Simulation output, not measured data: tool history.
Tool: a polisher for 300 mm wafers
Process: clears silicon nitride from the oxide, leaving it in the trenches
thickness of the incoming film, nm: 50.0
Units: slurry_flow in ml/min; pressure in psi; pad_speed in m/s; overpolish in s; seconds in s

{"run": 1, "hour": 0.0, "slurry_flow": 230, "pressure": 2, "pad_speed": 0.98, "overpolish": 14, "seconds": 88.654}
{"run": 2, "hour": 8.2, "slurry_flow": 230, "pressure": 2.2, "pad_speed": 1, "overpolish": 14, "seconds": 78.421}
{"run": 3, "hour": 15.4, "slurry_flow": 255, "pressure": 2.2, "pad_speed": 1, "overpolish": 14, "seconds": 80.443}
{"run": 4, "hour": 20.4, "slurry_flow": 210, "pressure": 2.2, "pad_speed": 1, "overpolish": 14, "seconds": 80.261}
{"run": 5, "hour": 26.8, "slurry_flow": 210, "pressure": 2.7, "pad_speed": 1, "overpolish": 14, "seconds": 63.946}
{"run": 6, "hour": 33.2, "slurry_flow": 210, "pressure": 2.8, "pad_speed": 1, "overpolish": 14, "seconds": 63.655}
{"run": 7, "hour": 33.7, "slurry_flow": 210, "pressure": 2.9, "pad_speed": 1, "overpolish": 14, "seconds": 59.811}

Run 8 comes next. What will it give?
{"run": 8, "hour": 41.1, "slurry_flow": 210, "pressure": 2.9, "pad_speed": 1, "overpolish": 14, "seconds": "?"}

{"run 8": {"seconds": 61.562}}
